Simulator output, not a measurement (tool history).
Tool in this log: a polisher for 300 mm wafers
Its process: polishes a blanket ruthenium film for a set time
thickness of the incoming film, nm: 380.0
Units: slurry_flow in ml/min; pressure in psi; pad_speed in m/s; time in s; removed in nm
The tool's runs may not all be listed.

run 1 hour=0.0 | slurry_flow=275 pressure=1.9 pad_speed=0.94 time=52 | removed=46.499
run 2 hour=7.7 | slurry_flow=275 pressure=1.7 pad_speed=0.88 time=52 | removed=38.648
run 3 hour=12.6 | slurry_flow=275 pressure=1.5 pad_speed=0.84 time=52 | removed=33.374
run 4 hour=17.6 | slurry_flow=275 pressure=1.5 pad_speed=0.98 time=52 | removed=38.502
run 5 hour=21.2 | slurry_flow=275 pressure=1.5 pad_speed=0.98 time=52 | removed=37.915
run 6 hour=29.2 | slurry_flow=275 pressure=1.4 pad_speed=0.92 time=52 | removed=33.646
run 7 hour=31.5 | slurry_flow=275 pressure=1.3 pad_speed=0.88 time=52 | removed=31.077

For run 8, what comes out?
run 8 hour=33.0 | slurry_flow=275 pressure=1.2 pad_speed=0.84 time=52 | removed=?

Run 8 measured removed 27.561 nm.

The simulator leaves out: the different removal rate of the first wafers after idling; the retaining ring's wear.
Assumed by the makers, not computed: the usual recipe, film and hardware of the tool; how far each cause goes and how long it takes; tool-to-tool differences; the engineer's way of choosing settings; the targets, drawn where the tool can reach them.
